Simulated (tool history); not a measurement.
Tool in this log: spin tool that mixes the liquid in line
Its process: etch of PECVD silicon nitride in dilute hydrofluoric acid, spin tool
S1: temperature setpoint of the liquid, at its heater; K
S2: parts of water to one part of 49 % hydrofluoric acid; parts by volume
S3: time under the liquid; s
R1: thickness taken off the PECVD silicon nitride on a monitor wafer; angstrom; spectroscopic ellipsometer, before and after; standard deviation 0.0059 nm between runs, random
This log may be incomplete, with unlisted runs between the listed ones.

run    day      S1  S2  S3      R1
  1      0  296.15  40  40  18.697
  2  0.025  296.15  30  40  24.814
  3  0.204  299.65  30  40  31.019
  4  0.308  299.65  30  40  31.037
  5  0.575  299.65  20  40  45.699
     0.896  -- thermometer replaced
  6  0.896  299.65  20  40   49.84
  7  1.133  297.15  25  40  34.639
  8  1.233  293.15  40  40  16.404

Expected results for the next run?
  9  1.404  290.15  55  40   ?

{"run 9": {"R1": 9.9147}}

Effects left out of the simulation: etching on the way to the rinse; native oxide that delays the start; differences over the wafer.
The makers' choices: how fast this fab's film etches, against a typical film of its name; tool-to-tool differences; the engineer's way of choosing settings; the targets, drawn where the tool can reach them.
